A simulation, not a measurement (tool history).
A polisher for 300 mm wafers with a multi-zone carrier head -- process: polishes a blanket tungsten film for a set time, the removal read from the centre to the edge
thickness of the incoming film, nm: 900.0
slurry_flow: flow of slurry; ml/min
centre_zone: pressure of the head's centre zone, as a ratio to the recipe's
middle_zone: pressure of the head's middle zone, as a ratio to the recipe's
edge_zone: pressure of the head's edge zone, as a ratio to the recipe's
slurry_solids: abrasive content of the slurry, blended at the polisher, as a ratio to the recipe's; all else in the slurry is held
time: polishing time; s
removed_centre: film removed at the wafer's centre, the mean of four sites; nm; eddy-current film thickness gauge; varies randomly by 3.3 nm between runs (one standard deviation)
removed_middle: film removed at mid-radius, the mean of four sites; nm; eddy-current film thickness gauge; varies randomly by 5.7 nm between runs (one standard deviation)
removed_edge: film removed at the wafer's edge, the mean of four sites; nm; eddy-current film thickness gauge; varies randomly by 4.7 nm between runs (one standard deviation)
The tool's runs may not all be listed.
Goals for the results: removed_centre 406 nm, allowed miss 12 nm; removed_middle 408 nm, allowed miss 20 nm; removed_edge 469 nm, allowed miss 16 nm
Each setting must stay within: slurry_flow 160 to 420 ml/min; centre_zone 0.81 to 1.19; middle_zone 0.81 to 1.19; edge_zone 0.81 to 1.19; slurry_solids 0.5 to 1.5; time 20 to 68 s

run	day	slurry_flow	centre_zone	middle_zone	edge_zone	slurry_solids	time	removed_centre	removed_middle	removed_edge
1	0	270	1	1	1	1	44	386.44	380.56	376.99
2	0.154	275	0.98	0.98	1.06	1.1	44	392.65	392.11	411.34
3	0.421	290	0.98	0.97	1.1	1.1	44	398.93	385.83	423.47
4	0.65	230	0.98	0.97	1.1	1.1	44	384.51	375.48	408.81
5	0.75	230	0.98	0.9	1.1	1.1	44	387.96	357.21	406.62
6	0.867	260	0.97	0.93	1.13	1.15	44	394.87	376.59	422.29
7	1.158	275	0.95	0.93	1.15	1.2	44	392.12	382.9	431.31
8	1.271	285	0.94	0.92	1.16	1.25	44	398.2	394.51	451.8
9	1.558	295	0.94	0.92	1.17	1.25	44	394.8	382.83	444.25

Next run, 5 choices. One meets every target within its allowed miss, the rest don't. Which?
A	1.846	255	0.97	1.05	1.13	1.1	44	?	?	?
B	1.846	320	0.97	0.91	1.14	1.2	43	?	?	?
C	1.846	215	0.93	1.03	1.16	1.1	45	?	?	?
D	1.846	245	0.81	0.86	1.19	1.2	50	?	?	?
E	1.846	300	0.93	0.93	1.19	1.05	48	?	?	?

move	removed_centre	removed_middle	removed_edge
A	382.2	408.88	418.08
B	395.24	374.25	431.65
C	364.71	401.68	425.38
D	370.33	403.12	501.06
E	401.14	403.83	467.55
A: its largest miss is bigger than the last run's
B: its largest miss is bigger than the last run's
C: its largest miss is bigger than the last run's
D: moves the result that the last run missed by most past its target, out the other side
E: every result within its allowed miss
So the answer is move E, the one that meets all the targets.
